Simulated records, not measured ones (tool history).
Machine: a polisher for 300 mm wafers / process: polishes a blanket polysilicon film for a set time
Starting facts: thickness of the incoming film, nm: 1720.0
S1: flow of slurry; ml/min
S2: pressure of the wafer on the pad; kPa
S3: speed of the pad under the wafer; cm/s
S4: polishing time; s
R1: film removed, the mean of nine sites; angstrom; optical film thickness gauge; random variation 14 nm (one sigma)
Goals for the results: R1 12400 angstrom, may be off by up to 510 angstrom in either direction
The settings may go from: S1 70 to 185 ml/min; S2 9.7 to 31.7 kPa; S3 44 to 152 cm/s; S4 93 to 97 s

run 1 day=0 | S1=120 S2=20.7 S3=98 S4=93 | R1=7954.4
run 2 day=0.171 | S1=100 S2=20.7 S3=98 S4=93 | R1=7614.3
run 3 day=0.542 | S1=110 S2=22.8 S3=98 S4=93 | R1=8508.7
run 4 day=0.729 | S1=110 S2=22.8 S3=78 S4=93 | R1=6828
run 5 day=0.829 | S1=115 S2=24.8 S3=82 S4=93 | R1=7727.9
run 6 day=0.9 | S1=145 S2=24.8 S3=82 S4=93 | R1=8186.7
run 7 day=1.075 | S1=145 S2=26.9 S3=84 S4=93 | R1=9161.6
run 8 day=1.25 | S1=155 S2=31.7 S3=92 S4=93 | R1=11623

Pick the move, out of 4, that brings all results within their allowed miss; only one does.
run A day=1.425 | S1=150 S2=29.6 S3=94 S4=95 | R1=?
run B day=1.425 | S1=145 S2=29 S3=94 S4=93 | R1=?
run C day=1.425 | S1=160 S2=31.7 S3=84 S4=97 | R1=?
run D day=1.425 | S1=165 S2=31 S3=96 S4=95 | R1=?

move=A R1=11303
move=B R1=10754
move=C R1=11162
move=D R1=12242
A: misses by more than the last run did
B: misses by more than the last run did
C: misses by more than the last run did
D: in spec on every target
So the answer is move D, the one that meets all the targets.
